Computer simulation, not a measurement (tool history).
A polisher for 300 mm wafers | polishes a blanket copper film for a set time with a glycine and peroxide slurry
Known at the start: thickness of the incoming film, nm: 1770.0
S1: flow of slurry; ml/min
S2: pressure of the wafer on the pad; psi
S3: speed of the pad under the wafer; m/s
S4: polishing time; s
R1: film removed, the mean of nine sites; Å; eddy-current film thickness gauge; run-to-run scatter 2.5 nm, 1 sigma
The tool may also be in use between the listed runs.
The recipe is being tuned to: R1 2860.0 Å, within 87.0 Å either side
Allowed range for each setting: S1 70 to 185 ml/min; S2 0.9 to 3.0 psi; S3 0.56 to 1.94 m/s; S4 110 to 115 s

{"run": 1, "hour": 0.0, "S1": 120, "S2": 1.9, "S3": 1.24, "S4": 110, "R1": 4456.3}
{"run": 2, "hour": 0.7, "S1": 120, "S2": 1.9, "S3": 1.24, "S4": 110, "R1": 4482.7}
{"run": 3, "hour": 1.9, "S1": 120, "S2": 1.9, "S3": 1.02, "S4": 110, "R1": 4001.8}
{"run": 4, "hour": 6.9, "S1": 140, "S2": 1.9, "S3": 1.02, "S4": 110, "R1": 4147.5}
{"run": 5, "hour": 14.9, "S1": 140, "S2": 2.1, "S3": 1.02, "S4": 110, "R1": 4433.7}
{"run": 6, "hour": 16.3, "S1": 140, "S2": 2.1, "S3": 1.14, "S4": 110, "R1": 4694.3}
{"run": 7, "hour": 19.7, "S1": 135, "S2": 1.9, "S3": 1.12, "S4": 110, "R1": 4233.2}
{"run": 8, "hour": 25.6, "S1": 105, "S2": 1.3, "S3": 1.1, "S4": 110, "R1": 3087.9}

5 candidate next runs follow, results not yet known. Just one meets every target within its allowed miss. Identify it.
{"run": "A", "hour": 31.5, "S1": 80, "S2": 1.5, "S3": 1.18, "S4": 110, "R1": "?"}
{"run": "B", "hour": 31.5, "S1": 95, "S2": 1.2, "S3": 1.46, "S4": 115, "R1": "?"}
{"run": "C", "hour": 31.5, "S1": 105, "S2": 1.3, "S3": 1.12, "S4": 111, "R1": "?"}
{"run": "D", "hour": 31.5, "S1": 115, "S2": 1.0, "S3": 1.2, "S4": 115, "R1": "?"}
{"run": "E", "hour": 31.5, "S1": 90, "S2": 1.4, "S3": 1.06, "S4": 115, "R1": "?"}

move=A R1=3392.5
move=B R1=3415.3
move=C R1=3129.8
move=D R1=2820.1
move=E R1=3265.8
A: the biggest miss grows against the last run
B: the biggest miss grows against the last run
C: the biggest miss grows against the last run
D: every result lands within tolerance
E: the biggest miss grows against the last run
The right move is D.
